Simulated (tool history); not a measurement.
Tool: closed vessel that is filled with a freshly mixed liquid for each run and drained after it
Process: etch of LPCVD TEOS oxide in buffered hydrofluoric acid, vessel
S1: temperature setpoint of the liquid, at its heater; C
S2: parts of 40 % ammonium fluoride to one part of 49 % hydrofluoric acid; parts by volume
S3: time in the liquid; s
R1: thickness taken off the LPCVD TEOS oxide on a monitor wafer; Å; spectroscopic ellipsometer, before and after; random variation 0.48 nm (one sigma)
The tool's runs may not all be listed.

run  hour    S1    S2  S3      R1
  1   0.0  20.0  23.5  30  404.96
  2   3.6  23.0  23.5  30  480.67
  3  10.1  20.0  23.5  30  401.31
  4  17.7  21.0  23.5  30  424.70
  5  25.7  21.0  28.0  30  378.13
  6  26.8  24.5  28.0  30  461.99

Forecast run 7:
  7  30.1  24.5  28.0  30   ?

Run 7 gave R1 454.84 Å.
